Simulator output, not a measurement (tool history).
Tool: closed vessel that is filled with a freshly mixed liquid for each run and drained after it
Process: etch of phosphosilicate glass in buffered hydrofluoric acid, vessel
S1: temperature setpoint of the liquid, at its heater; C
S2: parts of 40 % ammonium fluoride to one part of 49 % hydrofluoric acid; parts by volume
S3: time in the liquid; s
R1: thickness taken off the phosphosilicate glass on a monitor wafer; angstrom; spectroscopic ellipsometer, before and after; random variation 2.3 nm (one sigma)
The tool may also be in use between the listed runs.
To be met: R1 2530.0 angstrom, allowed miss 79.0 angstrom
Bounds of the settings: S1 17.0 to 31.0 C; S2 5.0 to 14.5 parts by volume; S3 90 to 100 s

Run 1, hour 0.0: S1 23.0 C, S2 9.0 parts by volume, S3 90 s. Result: R1 3649.5 angstrom.
Run 2, hour 3.0: S1 25.5 C, S2 9.0 parts by volume, S3 90 s. Result: R1 4113.3 angstrom.
Run 3, hour 11.3: S1 27.5 C, S2 9.0 parts by volume, S3 90 s. Result: R1 4693.3 angstrom.
Run 4, hour 12.8: S1 24.5 C, S2 9.0 parts by volume, S3 90 s. Result: R1 3893.2 angstrom.
Run 5, hour 19.8: S1 21.0 C, S2 9.0 parts by volume, S3 90 s. Result: R1 3271.9 angstrom.
Run 6, hour 25.6: S1 21.0 C, S2 9.0 parts by volume, S3 100 s. Result: R1 3601.6 angstrom.
Run 7, hour 32.2: S1 20.0 C, S2 9.5 parts by volume, S3 100 s. Result: R1 3345.3 angstrom.
Run 8, hour 33.6: S1 19.0 C, S2 10.0 parts by volume, S3 100 s. Result: R1 2977.4 angstrom.
Run 9, hour 41.5: S1 18.5 C, S2 10.0 parts by volume, S3 100 s. Result: R1 2890.8 angstrom.
Run 10, hour 50.1: S1 18.0 C, S2 10.0 parts by volume, S3 100 s. Result: R1 2864.4 angstrom.
Run 11, hour 50.6: S1 17.5 C, S2 10.0 parts by volume, S3 100 s. Result: R1 2763.7 angstrom.

5 next moves are on the table. One of them brings every result within its allowed miss. Which?
Run A, hour 51.1: S1 20.5 C, S2 9.5 parts by volume, S3 90 s. Result: R1 ?.
Run B, hour 51.1: S1 17.0 C, S2 8.5 parts by volume, S3 100 s. Result: R1 ?.
Run C, hour 51.1: S1 17.0 C, S2 7.5 parts by volume, S3 90 s. Result: R1 ?.
Run D, hour 51.1: S1 17.0 C, S2 9.5 parts by volume, S3 90 s. Result: R1 ?.
Run E, hour 51.1: S1 17.5 C, S2 9.5 parts by volume, S3 100 s. Result: R1 ?.

move      R1
   A  3095.2
   B  3107.4
   C  3203.0
   D  2540.3
   E  2904.2
A: further off than the last run
B: further off than the last run
C: further off than the last run
D: meets every target
E: further off than the last run
Move D is the one to make.

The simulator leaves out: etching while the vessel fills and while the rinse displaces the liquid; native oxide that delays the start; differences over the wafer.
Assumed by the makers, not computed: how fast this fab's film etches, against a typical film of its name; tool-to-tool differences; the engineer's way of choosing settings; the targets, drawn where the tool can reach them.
